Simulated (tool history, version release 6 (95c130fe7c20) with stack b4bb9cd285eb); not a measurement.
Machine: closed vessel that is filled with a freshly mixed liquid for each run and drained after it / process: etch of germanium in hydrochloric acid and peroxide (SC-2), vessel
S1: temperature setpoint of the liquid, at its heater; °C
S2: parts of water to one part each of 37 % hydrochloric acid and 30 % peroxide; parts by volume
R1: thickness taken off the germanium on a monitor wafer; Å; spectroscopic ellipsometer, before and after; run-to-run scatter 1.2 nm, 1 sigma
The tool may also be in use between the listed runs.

{"run": 1, "hour": 0.0, "S1": 60.0, "S2": 8.5, "time in the liquid (s)": 100, "R1": 2835.4}
{"run": 2, "hour": 2.6, "S1": 65.0, "S2": 8.5, "time in the liquid (s)": 100, "R1": 3300.7}
{"run": 3, "hour": 5.0, "S1": 65.0, "S2": 8.5, "time in the liquid (s)": 105, "R1": 3449.5}
{"run": 4, "hour": 8.4, "S1": 66.5, "S2": 8.5, "time in the liquid (s)": 105, "R1": 3592.4}
{"run": 5, "hour": 14.3, "S1": 60.5, "S2": 8.5, "time in the liquid (s)": 105, "R1": 3035.4}
{"run": 6, "hour": 15.4, "S1": 63.0, "S2": 8.5, "time in the liquid (s)": 105, "R1": 3263.8}
{"run": 7, "hour": 17.8, "S1": 63.0, "S2": 8.5, "time in the liquid (s)": 105, "R1": 3260.1}
{"run": 8, "hour": 18.6, "S1": 65.0, "S2": 8.5, "time in the liquid (s)": 105, "R1": 3465.3}
{"run": 9, "hour": 21.8, "S1": 66.0, "S2": 8.5, "time in the liquid (s)": 105, "R1": 3562.3}

Run 10, settings as shown, results not yet in. Your forecast:
{"run": 10, "hour": 29.9, "S1": 67.0, "S2": 8.5, "time in the liquid (s)": 105, "R1": "?"}

R1: 3657.7 Å
